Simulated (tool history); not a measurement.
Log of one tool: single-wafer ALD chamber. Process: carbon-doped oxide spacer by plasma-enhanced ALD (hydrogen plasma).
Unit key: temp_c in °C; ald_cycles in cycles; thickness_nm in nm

run	day	temp_c	ald_cycles	thickness_nm
1	0.000	400	653	29.270
2	0.096	400	644	29.226
3	0.475	408	644	28.748
4	0.662	408	636	28.560
# day 1.017: thermocouple changed; heater temperature recalibrated
5	1.017	408	628	27.721
6	1.096	408	670	29.538
7	1.379	408	659	29.063

Run 8, settings as shown, results not yet in. Your forecast:
8	1.792	408	650	?

{"run 8": {"thickness_nm": 28.454}}
